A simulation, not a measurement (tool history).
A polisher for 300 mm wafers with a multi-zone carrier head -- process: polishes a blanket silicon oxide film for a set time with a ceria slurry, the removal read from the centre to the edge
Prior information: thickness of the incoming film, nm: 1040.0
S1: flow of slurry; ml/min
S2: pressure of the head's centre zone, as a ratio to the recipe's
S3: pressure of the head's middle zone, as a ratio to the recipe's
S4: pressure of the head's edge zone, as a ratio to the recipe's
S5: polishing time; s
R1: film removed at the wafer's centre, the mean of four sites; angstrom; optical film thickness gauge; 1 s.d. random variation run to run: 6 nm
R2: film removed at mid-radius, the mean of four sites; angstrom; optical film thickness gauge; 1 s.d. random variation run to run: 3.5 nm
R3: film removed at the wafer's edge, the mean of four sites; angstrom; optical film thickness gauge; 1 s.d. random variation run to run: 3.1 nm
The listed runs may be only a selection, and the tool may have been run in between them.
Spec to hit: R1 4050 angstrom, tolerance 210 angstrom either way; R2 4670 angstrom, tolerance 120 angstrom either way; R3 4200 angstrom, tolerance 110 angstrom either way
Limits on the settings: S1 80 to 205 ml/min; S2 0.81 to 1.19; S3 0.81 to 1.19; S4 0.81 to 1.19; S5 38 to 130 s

{"run": 1, "hour": 0.0, "S1": 135, "S2": 1, "S3": 1, "S4": 1, "S5": 84, "R1": 3327.5, "R2": 3357.3, "R3": 3319}
{"run": 2, "hour": 1.5, "S1": 135, "S2": 1, "S3": 1, "S4": 1, "S5": 99, "R1": 3933.1, "R2": 3897.5, "R3": 3877.2}
{"run": 3, "hour": 10.1, "S1": 160, "S2": 1, "S3": 1, "S4": 1, "S5": 99, "R1": 4145.1, "R2": 4027.5, "R3": 3988.6}
{"run": 4, "hour": 16.9, "S1": 170, "S2": 0.97, "S3": 1.04, "S4": 1.01, "S5": 99, "R1": 4005.3, "R2": 4296, "R3": 4040.9}
{"run": 5, "hour": 21.5, "S1": 170, "S2": 0.97, "S3": 1.04, "S4": 1.04, "S5": 99, "R1": 4056.1, "R2": 4229.6, "R3": 4058.5}
{"run": 6, "hour": 29.3, "S1": 170, "S2": 0.89, "S3": 1.04, "S4": 1.04, "S5": 99, "R1": 3819.2, "R2": 4264.2, "R3": 4091.6}
{"run": 7, "hour": 32.9, "S1": 180, "S2": 0.9, "S3": 1.06, "S4": 1.04, "S5": 99, "R1": 3816.6, "R2": 4364.7, "R3": 4086.7}
{"run": 8, "hour": 41.0, "S1": 185, "S2": 0.91, "S3": 1.07, "S4": 1.04, "S5": 100, "R1": 3918.9, "R2": 4517.8, "R3": 4102.1}
{"run": 9, "hour": 45.9, "S1": 190, "S2": 0.91, "S3": 1.07, "S4": 1.05, "S5": 100, "R1": 3912.8, "R2": 4449.5, "R3": 4242.3}
{"run": 10, "hour": 47.3, "S1": 190, "S2": 0.92, "S3": 1.08, "S4": 1.04, "S5": 100, "R1": 3990.3, "R2": 4459.7, "R3": 4208.1}

Next run, 4 choices. One meets every target within its allowed miss, the rest don't. Which?
{"run": "A", "hour": 48.7, "S1": 205, "S2": 0.93, "S3": 1.06, "S4": 1.03, "S5": 99, "R1": "?", "R2": "?", "R3": "?"}
{"run": "B", "hour": 48.7, "S1": 190, "S2": 0.91, "S3": 1.09, "S4": 0.99, "S5": 103, "R1": "?", "R2": "?", "R3": "?"}
{"run": "C", "hour": 48.7, "S1": 185, "S2": 0.83, "S3": 1.15, "S4": 1.03, "S5": 100, "R1": "?", "R2": "?", "R3": "?"}
{"run": "D", "hour": 48.7, "S1": 165, "S2": 0.92, "S3": 1.05, "S4": 1.1, "S5": 102, "R1": "?", "R2": "?", "R3": "?"}

move=A R1=4029.8 R2=4435.1 R3=4131
move=B R1=4060.7 R2=4677.4 R3=4195.2
move=C R1=3601.4 R2=4738.7 R3=4124.5
move=D R1=3967.2 R2=4393 R3=4277
A: further off than the last run
B: each result inside its tolerance
C: gets the furthest-off result to its target, but another result is out of tolerance
D: further off than the last run
The right move is B.

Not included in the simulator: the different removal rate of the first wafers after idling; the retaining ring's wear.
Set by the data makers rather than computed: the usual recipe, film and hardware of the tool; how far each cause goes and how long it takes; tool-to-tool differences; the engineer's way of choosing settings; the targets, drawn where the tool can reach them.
